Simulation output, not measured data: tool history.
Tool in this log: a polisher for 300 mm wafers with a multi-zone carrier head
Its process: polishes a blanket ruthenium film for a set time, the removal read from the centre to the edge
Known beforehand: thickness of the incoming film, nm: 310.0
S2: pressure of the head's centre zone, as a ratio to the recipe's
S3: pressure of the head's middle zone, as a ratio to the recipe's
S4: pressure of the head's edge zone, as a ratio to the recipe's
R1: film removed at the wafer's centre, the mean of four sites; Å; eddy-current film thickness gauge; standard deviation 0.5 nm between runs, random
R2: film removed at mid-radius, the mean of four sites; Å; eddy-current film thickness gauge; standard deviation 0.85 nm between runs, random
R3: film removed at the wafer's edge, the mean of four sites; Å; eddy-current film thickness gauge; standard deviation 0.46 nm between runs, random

{"run": 1, "hour": 0.0, "flow of slurry (ml/min)": 150, "S2": 1, "S3": 1, "S4": 1, "polishing time (s)": 65, "R1": 520.59, "R2": 500.89, "R3": 509.99}
{"run": 2, "hour": 0.6, "flow of slurry (ml/min)": 150, "S2": 1, "S3": 1.04, "S4": 1, "polishing time (s)": 65, "R1": 527.77, "R2": 514.96, "R3": 513.04}
{"run": 3, "hour": 4.8, "flow of slurry (ml/min)": 150, "S2": 1, "S3": 1.04, "S4": 1, "polishing time (s)": 78, "R1": 613.95, "R2": 623.86, "R3": 621.04}
{"run": 4, "hour": 11.0, "flow of slurry (ml/min)": 175, "S2": 1, "S3": 1.04, "S4": 1, "polishing time (s)": 78, "R1": 639, "R2": 633.58, "R3": 631.63}
{"run": 5, "hour": 12.3, "flow of slurry (ml/min)": 175, "S2": 1.04, "S3": 1.04, "S4": 1, "polishing time (s)": 78, "R1": 678.28, "R2": 648.45, "R3": 629.51}
{"run": 6, "hour": 19.9, "flow of slurry (ml/min)": 170, "S2": 1.02, "S3": 1.06, "S4": 1.02, "polishing time (s)": 79, "R1": 653.36, "R2": 648.69, "R3": 646.48}
{"run": 7, "hour": 22.5, "flow of slurry (ml/min)": 170, "S2": 1, "S3": 1.08, "S4": 1.03, "polishing time (s)": 80, "R1": 654.3, "R2": 670.96, "R3": 645.38}
{"run": 8, "hour": 30.7, "flow of slurry (ml/min)": 165, "S2": 0.97, "S3": 1.08, "S4": 1.04, "polishing time (s)": 82, "R1": 648.95, "R2": 692.06, "R3": 671.02}
{"run": 9, "hour": 32.2, "flow of slurry (ml/min)": 160, "S2": 0.95, "S3": 1.08, "S4": 1.06, "polishing time (s)": 83, "R1": 643.55, "R2": 683.7, "R3": 687.51}

Run 10 is up next; what results do you expect?
{"run": 10, "hour": 38.0, "flow of slurry (ml/min)": 150, "S2": 0.85, "S3": 1.18, "S4": 1.12, "polishing time (s)": 84, "R1": "?", "R2": "?", "R3": "?"}

R1: 565.84 Å
R2: 758.9 Å
R3: 695.27 Å

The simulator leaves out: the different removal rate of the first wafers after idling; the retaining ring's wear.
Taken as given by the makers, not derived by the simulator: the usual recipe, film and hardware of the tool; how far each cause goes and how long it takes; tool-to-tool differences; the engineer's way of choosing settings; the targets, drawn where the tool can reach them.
